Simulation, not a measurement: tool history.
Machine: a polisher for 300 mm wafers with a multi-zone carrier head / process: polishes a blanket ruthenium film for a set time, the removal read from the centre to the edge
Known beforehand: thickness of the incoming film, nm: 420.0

run  hour  flow of slurry (ml/min)  pressure of the head's centre zone  pressure of the head's middle zone  pressure of the head's edge zone  polishing time (s)  film removed at the wafer's centre (angstrom)  film removed at mid-radius (angstrom)  film removed at the wafer's edge (angstrom)
  1   0.0                      250                                1.00                                1.00                              1.00                  42                                         776.47                                 800.91                                       751.49
  2   3.7                      245                                1.02                                0.96                              0.99                  37                                         698.95                                 670.07                                       668.18
  3   6.9                      245                                1.03                                0.94                              0.96                  34                                         651.70                                 598.52                                       609.76
  4  15.1                      300                                1.03                                0.94                              0.96                  34                                         660.02                                 627.88                                       613.21
  5  18.8                      295                                1.03                                0.91                              0.93                  32                                         620.98                                 552.33                                       568.05
  6  26.7                      300                                1.03                                0.90                              0.91                  30                                         577.10                                 521.95                                       532.50
  7  29.2                      300                                1.04                                0.88                              0.89                  29                                         565.66                                 491.02                                       505.82
  8  32.3                      295                                1.04                                0.86                              0.87                  29                                         563.89                                 490.08                                       506.87

Estimate the outcome of run 9 from the log above:
  9  39.3                      295                                1.05                                0.85                              0.87                  28                                              ?                                      ?                                            ?

Run 9 gave film removed at the wafer's centre (angstrom) 549.75, film removed at mid-radius (angstrom) 468.35, film removed at the wafer's edge (angstrom) 483.71.
